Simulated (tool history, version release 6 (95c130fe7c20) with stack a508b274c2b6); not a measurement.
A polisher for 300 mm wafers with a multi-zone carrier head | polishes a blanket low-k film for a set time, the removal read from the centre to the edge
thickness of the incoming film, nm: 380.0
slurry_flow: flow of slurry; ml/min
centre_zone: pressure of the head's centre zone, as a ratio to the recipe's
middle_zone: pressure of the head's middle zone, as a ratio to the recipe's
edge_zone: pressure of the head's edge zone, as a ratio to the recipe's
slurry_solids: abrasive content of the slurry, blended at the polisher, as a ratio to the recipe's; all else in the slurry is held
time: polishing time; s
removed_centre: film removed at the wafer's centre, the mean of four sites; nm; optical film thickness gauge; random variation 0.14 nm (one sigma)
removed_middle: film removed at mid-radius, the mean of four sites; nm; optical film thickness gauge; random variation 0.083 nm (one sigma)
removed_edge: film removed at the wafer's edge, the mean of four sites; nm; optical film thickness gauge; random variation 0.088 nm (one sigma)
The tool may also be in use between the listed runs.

run  hour  slurry_flow  centre_zone  middle_zone  edge_zone  slurry_solids  time  removed_centre  removed_middle  removed_edge
  1   0.0          205         1.00         1.00       1.00           1.00    66         18.1740         18.6910       19.0760
  2   4.2          200         1.01         0.96       0.97           0.85    61         15.2960         14.9120       15.3210
  3   4.8          190         1.00         0.92       0.95           0.75    60         13.2940         12.5740       13.4000
  4   6.4          190         1.00         0.87       0.95           0.75    60         12.8990         12.1300       13.5730
      8.5  -- slurry nozzle cleaned
  5   8.5          180         1.00         0.86       0.92           0.70    60         12.5570         11.4930       12.5160
  6  11.6          180         1.00         0.91       0.92           0.70    60         12.8250         11.9590       12.7670
  7  13.3          155         1.01         0.81       0.85           0.50    57          7.5839          6.5345        7.1677
  8  19.0          210         1.00         0.87       0.94           0.50    54          7.4358          6.7365        7.1854
  9  22.2          190         1.03         0.91       0.99           0.50    54          7.3754          6.8433        7.4868
 10  30.9          185         1.03         0.90       0.96           0.55    54          8.7025          7.9945        8.6912
 11  38.8          170         1.06         0.92       0.96           0.55    54          8.7464          8.1695        8.4270
 12  46.6          170         1.07         0.90       0.96           0.60    54         10.1290          8.9114        9.6987

Run 13 comes next. What will it give?
 13  51.8          170         1.07         0.90       0.96           0.60    54               ?               ?             ?

Run 13 gave removed_centre 10.1030 nm, removed_middle 8.7690 nm, removed_edge 9.5717 nm.

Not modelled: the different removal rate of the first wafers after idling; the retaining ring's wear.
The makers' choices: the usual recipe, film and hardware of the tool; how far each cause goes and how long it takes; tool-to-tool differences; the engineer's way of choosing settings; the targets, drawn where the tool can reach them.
